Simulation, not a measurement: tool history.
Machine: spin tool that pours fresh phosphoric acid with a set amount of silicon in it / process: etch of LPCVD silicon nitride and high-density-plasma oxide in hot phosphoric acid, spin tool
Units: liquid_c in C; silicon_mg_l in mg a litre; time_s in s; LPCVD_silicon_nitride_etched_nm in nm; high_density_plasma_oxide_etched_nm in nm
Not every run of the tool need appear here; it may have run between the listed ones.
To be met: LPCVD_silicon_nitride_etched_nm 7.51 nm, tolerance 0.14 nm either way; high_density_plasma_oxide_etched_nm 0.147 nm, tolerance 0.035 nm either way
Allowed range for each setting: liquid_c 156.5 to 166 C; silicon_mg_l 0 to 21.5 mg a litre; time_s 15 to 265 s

run	hour	liquid_c	silicon_mg_l	time_s	LPCVD_silicon_nitride_etched_nm	high_density_plasma_oxide_etched_nm
1	0	161	9.5	135	13.344	0.35519
2	4.8	161	7	135	13.463	0.36419
3	8.3	161	7	175	17.354	0.43009
4	10.9	161	3	175	17.429	0.52176
5	15.7	161	3	120	11.977	0.32422
6	18.1	161	0	120	12.009	0.37499
7	23.9	159.5	3.5	105	9.987	0.24787
8	28.4	158.5	3.5	100	9.174	0.27566
9	36.7	158	9.5	95	8.5756	0.19816
10	44.7	157.5	11	90	7.9351	0.1602
11	46.8	157	11	90	7.8062	0.17187
12	51	157	12	90	7.8212	0.16915
13	59.4	157	13	90	7.7632	0.15351
14	65.1	156.5	13	85	7.2738	0.13728

Consider the 4 candidate settings below. Which is the only one whose results all fall within their allowed miss of target?
A	70.8	156.5	17.5	85	?	?
B	70.8	156.5	12	85	?	?
C	70.8	157.5	14	85	?	?
D	70.8	156.5	12.5	85	?	?

move	LPCVD_silicon_nitride_etched_nm	high_density_plasma_oxide_etched_nm
A	7.284	0.12479
B	7.284	0.14605
C	7.5363	0.14918
D	7.284	0.14396
A: about the same distance from the targets as the last run
B: about the same distance from the targets as the last run
C: each result inside its tolerance
D: about the same distance from the targets as the last run
C meets every target.
